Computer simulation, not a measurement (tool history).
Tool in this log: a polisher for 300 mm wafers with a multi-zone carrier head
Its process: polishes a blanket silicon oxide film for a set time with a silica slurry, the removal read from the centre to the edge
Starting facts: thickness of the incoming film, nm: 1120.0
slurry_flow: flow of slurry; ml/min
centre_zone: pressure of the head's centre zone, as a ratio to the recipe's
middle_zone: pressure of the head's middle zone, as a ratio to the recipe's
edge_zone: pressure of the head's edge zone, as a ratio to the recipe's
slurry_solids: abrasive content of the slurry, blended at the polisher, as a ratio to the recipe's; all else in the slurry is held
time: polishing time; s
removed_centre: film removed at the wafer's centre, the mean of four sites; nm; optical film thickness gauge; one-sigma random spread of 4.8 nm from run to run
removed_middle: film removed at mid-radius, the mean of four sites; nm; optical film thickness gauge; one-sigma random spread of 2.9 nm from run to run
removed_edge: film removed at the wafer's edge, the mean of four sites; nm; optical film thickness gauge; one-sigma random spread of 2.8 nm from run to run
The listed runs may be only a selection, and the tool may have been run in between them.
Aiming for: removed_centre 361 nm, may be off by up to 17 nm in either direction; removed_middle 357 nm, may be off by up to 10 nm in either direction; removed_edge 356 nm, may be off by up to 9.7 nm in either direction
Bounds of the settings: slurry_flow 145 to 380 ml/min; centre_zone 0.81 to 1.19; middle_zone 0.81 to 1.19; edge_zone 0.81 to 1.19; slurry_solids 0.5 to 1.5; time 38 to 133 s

Run 1, hour 0: slurry_flow 245 ml/min, centre_zone 1, middle_zone 1, edge_zone 1, slurry_solids 1, time 85 s. Result: removed_centre 271.02 nm, removed_middle 272.5 nm, removed_edge 267.57 nm.
Run 2, hour 2.6: slurry_flow 250 ml/min, centre_zone 1.01, middle_zone 1.01, edge_zone 1.02, slurry_solids 1.05, time 85 s. Result: removed_centre 280.5 nm, removed_middle 273.85 nm, removed_edge 272.02 nm.
Run 3, hour 3.7: slurry_flow 250 ml/min, centre_zone 1.01, middle_zone 1.02, edge_zone 1.03, slurry_solids 1.1, time 86 s. Result: removed_centre 286.55 nm, removed_middle 288.88 nm, removed_edge 281.38 nm.
Run 4, hour 4.7: slurry_flow 250 ml/min, centre_zone 1.01, middle_zone 1.02, edge_zone 1.04, slurry_solids 1.15, time 87 s. Result: removed_centre 294.25 nm, removed_middle 294.5 nm, removed_edge 292.2 nm.
Run 5, hour 5.6: slurry_flow 250 ml/min, centre_zone 1.01, middle_zone 1.02, edge_zone 1.04, slurry_solids 1.35, time 87 s. Result: removed_centre 311.93 nm, removed_middle 312.9 nm, removed_edge 309.89 nm.
Run 6, hour 11.5: slurry_flow 255 ml/min, centre_zone 1.02, middle_zone 1.03, edge_zone 1.05, slurry_solids 1.35, time 87 s. Result: removed_centre 315.32 nm, removed_middle 318.49 nm, removed_edge 315.59 nm.
Run 7, hour 19.9: slurry_flow 260 ml/min, centre_zone 1.03, middle_zone 1.04, edge_zone 1.06, slurry_solids 1.35, time 87 s. Result: removed_centre 312.08 nm, removed_middle 322.1 nm, removed_edge 310.25 nm.
Run 8, hour 23.8: slurry_flow 260 ml/min, centre_zone 1.03, middle_zone 1.04, edge_zone 1.06, slurry_solids 1.35, time 88 s. Result: removed_centre 321.89 nm, removed_middle 325.54 nm, removed_edge 319.26 nm.
Run 9, hour 25.5: slurry_flow 265 ml/min, centre_zone 1.04, middle_zone 1.04, edge_zone 1.07, slurry_solids 1.35, time 88 s. Result: removed_centre 327.95 nm, removed_middle 329.6 nm, removed_edge 324.93 nm.

Below are 4 possible settings for the next run. Only one of them brings all results inside the allowed miss of their targets. Which is it?
Run A, hour 27.2: slurry_flow 245 ml/min, centre_zone 1.03, middle_zone 1.19, edge_zone 1.19, slurry_solids 1.4, time 83 s. Result: removed_centre ?, removed_middle ?, removed_edge ?.
Run B, hour 27.2: slurry_flow 250 ml/min, centre_zone 0.99, middle_zone 1.19, edge_zone 0.95, slurry_solids 1.5, time 83 s. Result: removed_centre ?, removed_middle ?, removed_edge ?.
Run C, hour 27.2: slurry_flow 310 ml/min, centre_zone 1.07, middle_zone 1.05, edge_zone 1.12, slurry_solids 1.5, time 91 s. Result: removed_centre ?, removed_middle ?, removed_edge ?.
Run D, hour 27.2: slurry_flow 235 ml/min, centre_zone 1.13, middle_zone 0.88, edge_zone 1.11, slurry_solids 1.4, time 99 s. Result: removed_centre ?, removed_middle ?, removed_edge ?.

move  removed_centre  removed_middle  removed_edge
   A          311.62          347.32        319.95
   B          309.32           356.5        293.23
   C          371.14          359.06        355.37
   D          398.86          319.06        368.22
A: further off than the last run
B: further off than the last run
C: each result inside its tolerance
D: pushes the last run's worst result past its target
So the answer is move C, the one that meets all the targets.
